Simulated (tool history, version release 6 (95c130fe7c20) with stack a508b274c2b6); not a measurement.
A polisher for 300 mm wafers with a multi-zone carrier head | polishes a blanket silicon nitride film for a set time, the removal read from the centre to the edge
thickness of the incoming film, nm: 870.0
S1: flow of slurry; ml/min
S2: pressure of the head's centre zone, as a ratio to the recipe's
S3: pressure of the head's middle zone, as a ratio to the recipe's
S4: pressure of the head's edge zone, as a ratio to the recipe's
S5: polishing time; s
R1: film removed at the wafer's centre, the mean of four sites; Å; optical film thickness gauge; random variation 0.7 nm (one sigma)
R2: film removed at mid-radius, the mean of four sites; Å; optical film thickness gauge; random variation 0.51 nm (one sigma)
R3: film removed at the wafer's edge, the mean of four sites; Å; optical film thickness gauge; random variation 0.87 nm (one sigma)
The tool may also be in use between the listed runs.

run  hour   S1    S2    S3    S4  S5      R1      R2      R3
  1     0  125     1     1     1  56  1183.9  1206.3  1170.9
  2   7.7  120  0.99  0.99  0.98  54  1102.5    1139  1093.8
  3    15  115  0.98  0.97  0.96  52  1056.7  1064.6  1069.3
  4  17.7  115  0.97  0.97  0.95  49  959.27  1007.6  990.73
  5  18.9  115  0.97  0.97  0.94  47  923.92  966.87  934.31
  6  21.5  115  0.96  0.96  0.93  46  893.75  937.25  922.53
  7  27.2  115  0.96  0.96  0.92  45  873.39  914.32  878.03
  8  35.7  115  0.95  0.95  0.91  44   851.6   897.5  869.42
  9  43.6  115  0.94  0.94   0.9  43  825.21  856.24  853.73
 10  45.8  110  0.94  0.94  0.89  42  808.13  836.53  821.76
 11  52.3   80  0.86   0.9  0.81  40  621.84  681.63  686.76
 12  55.7   80  0.86   0.9  0.81  40  614.96  688.66  703.21

The next listed run, before its measurement:
 13  56.8  80  0.86  0.9  0.81  40   ?   ?   ?

R1: 616.99 Å
R2: 687.46 Å
R3: 707.45 Å
